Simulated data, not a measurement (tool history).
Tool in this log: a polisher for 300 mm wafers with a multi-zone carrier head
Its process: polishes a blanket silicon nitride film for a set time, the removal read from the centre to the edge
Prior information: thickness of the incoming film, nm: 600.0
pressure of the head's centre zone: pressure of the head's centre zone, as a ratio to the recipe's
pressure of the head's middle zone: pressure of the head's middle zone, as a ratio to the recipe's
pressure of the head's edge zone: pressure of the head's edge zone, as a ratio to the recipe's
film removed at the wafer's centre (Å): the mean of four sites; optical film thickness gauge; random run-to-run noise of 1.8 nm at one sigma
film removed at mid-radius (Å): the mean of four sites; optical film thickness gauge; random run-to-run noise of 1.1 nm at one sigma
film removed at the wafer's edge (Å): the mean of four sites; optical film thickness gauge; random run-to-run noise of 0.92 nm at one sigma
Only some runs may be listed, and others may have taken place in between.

run,hour,flow of slurry (ml/min),pressure of the head's centre zone,pressure of the head's middle zone,pressure of the head's edge zone,polishing time (s),film removed at the wafer's centre (Å),film removed at mid-radius (Å),film removed at the wafer's edge (Å)
1,0,290,1,1,1,48,1037.9,1100.3,1082.5
2,6.3,305,1.01,1.05,1.02,50,1104.2,1178.9,1141.3
3,10.7,310,1,1.08,1.01,52,1143.8,1249.5,1171.1
4,15.8,310,1.08,1.08,1.01,52,1253.4,1250.1,1174.6
5,21,315,1.05,1.11,1.01,54,1238.8,1324.8,1216.5
# hour 28.9: slurry nozzle cleaned
6,28.9,360,1.05,1.11,1.01,54,1351.1,1415.8,1306.3

Forecast run 7:
7,30.7,365,1.03,1.13,1.01,54,?,?,?

Run 7 produced film removed at the wafer's centre (Å) 1316.7, film removed at mid-radius (Å) 1449.8, film removed at the wafer's edge (Å) 1293.7.
